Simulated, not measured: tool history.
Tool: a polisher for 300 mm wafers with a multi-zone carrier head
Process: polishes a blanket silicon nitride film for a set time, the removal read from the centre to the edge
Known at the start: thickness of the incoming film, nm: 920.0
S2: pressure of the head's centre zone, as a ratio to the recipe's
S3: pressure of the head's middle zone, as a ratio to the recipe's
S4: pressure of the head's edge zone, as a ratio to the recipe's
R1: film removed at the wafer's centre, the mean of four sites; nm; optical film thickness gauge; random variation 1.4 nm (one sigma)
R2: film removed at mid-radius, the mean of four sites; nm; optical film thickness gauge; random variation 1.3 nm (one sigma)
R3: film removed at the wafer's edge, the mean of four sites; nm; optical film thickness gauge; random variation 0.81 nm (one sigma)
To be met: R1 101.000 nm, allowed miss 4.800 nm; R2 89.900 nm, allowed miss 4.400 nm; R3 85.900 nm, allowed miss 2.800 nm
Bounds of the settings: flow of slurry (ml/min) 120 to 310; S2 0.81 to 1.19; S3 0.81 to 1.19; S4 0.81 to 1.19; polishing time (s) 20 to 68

{"run": 1, "hour": 0.0, "flow of slurry (ml/min)": 200, "S2": 1.0, "S3": 1.0, "S4": 1.0, "polishing time (s)": 44, "R1": 100.32, "R2": 97.021, "R3": 92.314}
{"run": 2, "hour": 2.0, "flow of slurry (ml/min)": 200, "S2": 1.0, "S3": 0.95, "S4": 1.0, "polishing time (s)": 44, "R1": 96.992, "R2": 94.016, "R3": 92.08}
{"run": 3, "hour": 4.1, "flow of slurry (ml/min)": 200, "S2": 1.01, "S3": 0.95, "S4": 0.99, "polishing time (s)": 44, "R1": 95.927, "R2": 94.141, "R3": 92.581}
{"run": 4, "hour": 5.8, "flow of slurry (ml/min)": 200, "S2": 1.03, "S3": 0.96, "S4": 0.99, "polishing time (s)": 43, "R1": 96.235, "R2": 92.156, "R3": 88.501}
{"run": 5, "hour": 8.0, "flow of slurry (ml/min)": 200, "S2": 1.05, "S3": 0.96, "S4": 0.99, "polishing time (s)": 43, "R1": 100.78, "R2": 92.929, "R3": 88.742}
{"run": 6, "hour": 13.5, "flow of slurry (ml/min)": 200, "S2": 1.05, "S3": 0.92, "S4": 0.99, "polishing time (s)": 43, "R1": 99.836, "R2": 89.619, "R3": 89.616}
{"run": 7, "hour": 14.2, "flow of slurry (ml/min)": 200, "S2": 1.05, "S3": 0.92, "S4": 0.98, "polishing time (s)": 43, "R1": 100.2, "R2": 90.42, "R3": 88.705}
{"hour": 17.9, "done": "edge zone pressure recalibrated"}
{"run": 8, "hour": 17.9, "flow of slurry (ml/min)": 195, "S2": 1.06, "S3": 0.92, "S4": 0.96, "polishing time (s)": 43, "R1": 100.65, "R2": 89.994, "R3": 93.978}
{"run": 9, "hour": 25.4, "flow of slurry (ml/min)": 245, "S2": 1.04, "S3": 0.9, "S4": 1.06, "polishing time (s)": 42, "R1": 98.903, "R2": 89.242, "R3": 97.113}
{"run": 10, "hour": 27.9, "flow of slurry (ml/min)": 235, "S2": 1.05, "S3": 0.91, "S4": 1.05, "polishing time (s)": 42, "R1": 103.02, "R2": 89.86, "R3": 97.365}
{"run": 11, "hour": 31.8, "flow of slurry (ml/min)": 225, "S2": 1.05, "S3": 0.92, "S4": 1.04, "polishing time (s)": 42, "R1": 100.45, "R2": 87.997, "R3": 95.972}

Which of these 4 next moves meets every target?
{"run": "A", "hour": 35.7, "flow of slurry (ml/min)": 180, "S2": 0.9, "S3": 0.87, "S4": 1.1, "polishing time (s)": 47, "R1": "?", "R2": "?", "R3": "?"}
{"run": "B", "hour": 35.7, "flow of slurry (ml/min)": 270, "S2": 0.94, "S3": 0.81, "S4": 1.11, "polishing time (s)": 44, "R1": "?", "R2": "?", "R3": "?"}
{"run": "C", "hour": 35.7, "flow of slurry (ml/min)": 220, "S2": 1.07, "S3": 0.93, "S4": 0.84, "polishing time (s)": 42, "R1": "?", "R2": "?", "R3": "?"}
{"run": "D", "hour": 35.7, "flow of slurry (ml/min)": 225, "S2": 1.05, "S3": 0.85, "S4": 1.11, "polishing time (s)": 43, "R1": "?", "R2": "?", "R3": "?"}

move=A R1=94.648 R2=93.966 R3=108.240
move=B R1=97.538 R2=89.153 R3=106.370
move=C R1=99.716 R2=90.466 R3=87.104
move=D R1=100.950 R2=87.711 R3=102.130
A: further off than the last run
B: further off than the last run
C: meets every target
D: further off than the last run
Answer: C
